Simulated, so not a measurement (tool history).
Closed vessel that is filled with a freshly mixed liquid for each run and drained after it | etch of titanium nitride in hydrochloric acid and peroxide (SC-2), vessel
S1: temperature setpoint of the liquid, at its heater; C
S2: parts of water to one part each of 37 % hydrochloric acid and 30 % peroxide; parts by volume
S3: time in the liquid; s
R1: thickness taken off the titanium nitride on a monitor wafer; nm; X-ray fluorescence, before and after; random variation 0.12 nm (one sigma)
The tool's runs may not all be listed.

run,hour,S1,S2,S3,R1
1,0,56,9,220,9.7221
2,7.4,61,9,220,13.233
3,16.4,61,9,220,13.267
4,22.8,56,9,220,9.7569
5,24,61,9,220,13.322
6,28.1,61,6.5,220,17.038
7,33.3,61,6.5,220,17.107

The next listed run, before its measurement:
8,39.7,67.5,6.5,220,?

Run 8 gave R1 25.472 nm.
